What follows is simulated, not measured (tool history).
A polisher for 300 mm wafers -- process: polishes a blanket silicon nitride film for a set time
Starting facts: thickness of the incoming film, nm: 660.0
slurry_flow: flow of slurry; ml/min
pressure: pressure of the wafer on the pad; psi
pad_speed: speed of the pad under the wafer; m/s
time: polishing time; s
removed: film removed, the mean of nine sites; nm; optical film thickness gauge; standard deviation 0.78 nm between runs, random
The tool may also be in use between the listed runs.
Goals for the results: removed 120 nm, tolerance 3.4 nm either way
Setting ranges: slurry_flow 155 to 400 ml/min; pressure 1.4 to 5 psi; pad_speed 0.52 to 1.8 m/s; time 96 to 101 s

Run 1, day 0: slurry_flow 255 ml/min, pressure 3.2 psi, pad_speed 1.16 m/s, time 96 s. Result: removed 205.03 nm.
Run 2, day 0.083: slurry_flow 255 ml/min, pressure 2.8 psi, pad_speed 1.16 m/s, time 96 s. Result: removed 181.57 nm.
Run 3, day 0.417: slurry_flow 255 ml/min, pressure 2.8 psi, pad_speed 1.02 m/s, time 96 s. Result: removed 165.89 nm.
Run 4, day 0.554: slurry_flow 310 ml/min, pressure 2.8 psi, pad_speed 1.02 m/s, time 96 s. Result: removed 168.58 nm.
Run 5, day 0.583: slurry_flow 310 ml/min, pressure 3.3 psi, pad_speed 1.02 m/s, time 96 s. Result: removed 193.18 nm.
Run 6, day 0.888: slurry_flow 310 ml/min, pressure 3.3 psi, pad_speed 1.02 m/s, time 101 s. Result: removed 204.73 nm.
Run 7, day 1.217: slurry_flow 310 ml/min, pressure 2.9 psi, pad_speed 1.02 m/s, time 101 s. Result: removed 182.83 nm.
Run 8, day 1.512: slurry_flow 310 ml/min, pressure 2.6 psi, pad_speed 1.02 m/s, time 101 s. Result: removed 166.21 nm.
Run 9, day 1.538: slurry_flow 310 ml/min, pressure 2.4 psi, pad_speed 1.02 m/s, time 101 s. Result: removed 157.41 nm.
Run 10, day 1.671: slurry_flow 310 ml/min, pressure 2.2 psi, pad_speed 1.02 m/s, time 101 s. Result: removed 146.45 nm.
Run 11, day 1.821: slurry_flow 310 ml/min, pressure 2.2 psi, pad_speed 1.02 m/s, time 101 s. Result: removed 146.68 nm.
Run 12, day 2.096: slurry_flow 310 ml/min, pressure 2.1 psi, pad_speed 1.02 m/s, time 101 s. Result: removed 139.75 nm.
Run 13, day 2.15: slurry_flow 310 ml/min, pressure 2 psi, pad_speed 1.02 m/s, time 101 s. Result: removed 134.89 nm.
Run 14, day 2.358: slurry_flow 310 ml/min, pressure 1.9 psi, pad_speed 1.02 m/s, time 101 s. Result: removed 129.17 nm.
Run 15, day 2.562: slurry_flow 310 ml/min, pressure 1.8 psi, pad_speed 1.02 m/s, time 101 s. Result: removed 123.68 nm.

Exercise: of the 5 proposed moves below, exactly one satisfies all targets within the stated allowed misses. Which move is it?
Run A, day 2.767: slurry_flow 305 ml/min, pressure 2 psi, pad_speed 1 m/s, time 100 s. Result: removed ?.
Run B, day 2.767: slurry_flow 255 ml/min, pressure 1.9 psi, pad_speed 1.06 m/s, time 101 s. Result: removed ?.
Run C, day 2.767: slurry_flow 330 ml/min, pressure 1.8 psi, pad_speed 1.08 m/s, time 101 s. Result: removed ?.
Run D, day 2.767: slurry_flow 225 ml/min, pressure 2.1 psi, pad_speed 0.84 m/s, time 96 s. Result: removed ?.
Run E, day 2.767: slurry_flow 275 ml/min, pressure 2 psi, pad_speed 0.94 m/s, time 96 s. Result: removed ?.

move  removed
   A   132.92
   B   132.63
   C   132.43
   D   111.53
   E   120.21
A: the biggest miss grows against the last run
B: the biggest miss grows against the last run
C: the biggest miss grows against the last run
D: takes the biggest miss from the last run beyond its target
E: meets every target
Move E is the one to make.
